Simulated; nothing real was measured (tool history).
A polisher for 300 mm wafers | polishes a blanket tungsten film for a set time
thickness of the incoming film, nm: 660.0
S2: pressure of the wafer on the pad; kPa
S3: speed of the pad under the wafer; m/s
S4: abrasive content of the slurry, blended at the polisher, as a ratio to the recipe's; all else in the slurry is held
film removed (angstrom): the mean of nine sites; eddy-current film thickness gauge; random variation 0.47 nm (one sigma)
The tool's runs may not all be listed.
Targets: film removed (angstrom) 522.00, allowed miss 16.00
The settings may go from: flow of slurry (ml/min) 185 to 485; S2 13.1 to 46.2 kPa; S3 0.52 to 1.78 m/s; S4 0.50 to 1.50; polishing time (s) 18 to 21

{"run": 1, "day": 0.0, "flow of slurry (ml/min)": 310, "S2": 29.6, "S3": 1.14, "S4": 1.0, "polishing time (s)": 21, "film removed (angstrom)": 1300.3}
{"run": 2, "day": 0.371, "flow of slurry (ml/min)": 310, "S2": 29.6, "S3": 1.14, "S4": 1.1, "polishing time (s)": 21, "film removed (angstrom)": 1302.8}
{"run": 3, "day": 0.488, "flow of slurry (ml/min)": 310, "S2": 26.2, "S3": 1.06, "S4": 1.1, "polishing time (s)": 21, "film removed (angstrom)": 1094.7}
{"run": 4, "day": 0.55, "flow of slurry (ml/min)": 310, "S2": 26.2, "S3": 1.06, "S4": 0.9, "polishing time (s)": 21, "film removed (angstrom)": 1045.6}
{"run": 5, "day": 0.708, "flow of slurry (ml/min)": 310, "S2": 23.4, "S3": 1.0, "S4": 0.9, "polishing time (s)": 21, "film removed (angstrom)": 884.62}
{"run": 6, "day": 0.829, "flow of slurry (ml/min)": 310, "S2": 21.4, "S3": 0.96, "S4": 0.9, "polishing time (s)": 21, "film removed (angstrom)": 788.14}
{"run": 7, "day": 1.058, "flow of slurry (ml/min)": 310, "S2": 20.0, "S3": 0.94, "S4": 0.9, "polishing time (s)": 21, "film removed (angstrom)": 728.12}
{"run": 8, "day": 1.425, "flow of slurry (ml/min)": 310, "S2": 18.6, "S3": 0.92, "S4": 0.9, "polishing time (s)": 21, "film removed (angstrom)": 646.98}
{"run": 9, "day": 1.8, "flow of slurry (ml/min)": 310, "S2": 17.9, "S3": 0.92, "S4": 0.9, "polishing time (s)": 21, "film removed (angstrom)": 643.96}
{"run": 10, "day": 2.171, "flow of slurry (ml/min)": 310, "S2": 17.2, "S3": 0.92, "S4": 0.9, "polishing time (s)": 21, "film removed (angstrom)": 623.89}
{"run": 11, "day": 2.388, "flow of slurry (ml/min)": 310, "S2": 16.5, "S3": 0.92, "S4": 0.9, "polishing time (s)": 21, "film removed (angstrom)": 578.4}
{"run": 12, "day": 2.525, "flow of slurry (ml/min)": 310, "S2": 15.9, "S3": 0.92, "S4": 0.9, "polishing time (s)": 21, "film removed (angstrom)": 558.17}
{"run": 13, "day": 2.608, "flow of slurry (ml/min)": 310, "S2": 15.2, "S3": 0.92, "S4": 0.9, "polishing time (s)": 21, "film removed (angstrom)": 539.12}

5 next moves are on the table. One of them brings every result within its allowed miss. Which?
{"run": "A", "day": 2.692, "flow of slurry (ml/min)": 290, "S2": 13.8, "S3": 1.04, "S4": 0.95, "polishing time (s)": 21, "film removed (angstrom)": "?"}
{"run": "B", "day": 2.692, "flow of slurry (ml/min)": 305, "S2": 13.8, "S3": 1.04, "S4": 0.9, "polishing time (s)": 20, "film removed (angstrom)": "?"}
{"run": "C", "day": 2.692, "flow of slurry (ml/min)": 300, "S2": 15.2, "S3": 0.98, "S4": 0.95, "polishing time (s)": 20, "film removed (angstrom)": "?"}
{"run": "D", "day": 2.692, "flow of slurry (ml/min)": 365, "S2": 17.2, "S3": 0.86, "S4": 0.85, "polishing time (s)": 21, "film removed (angstrom)": "?"}
{"run": "E", "day": 2.692, "flow of slurry (ml/min)": 230, "S2": 18.6, "S3": 0.82, "S4": 0.75, "polishing time (s)": 21, "film removed (angstrom)": "?"}

move=A film_removed_(angstrom)=559.96
move=B film_removed_(angstrom)=529.36
move=C film_removed_(angstrom)=552.21
move=D film_removed_(angstrom)=571.85
move=E film_removed_(angstrom)=552.49
A: further off than the last run
B: meets every target
C: further off than the last run
D: further off than the last run
E: further off than the last run
Move B is the one to make.

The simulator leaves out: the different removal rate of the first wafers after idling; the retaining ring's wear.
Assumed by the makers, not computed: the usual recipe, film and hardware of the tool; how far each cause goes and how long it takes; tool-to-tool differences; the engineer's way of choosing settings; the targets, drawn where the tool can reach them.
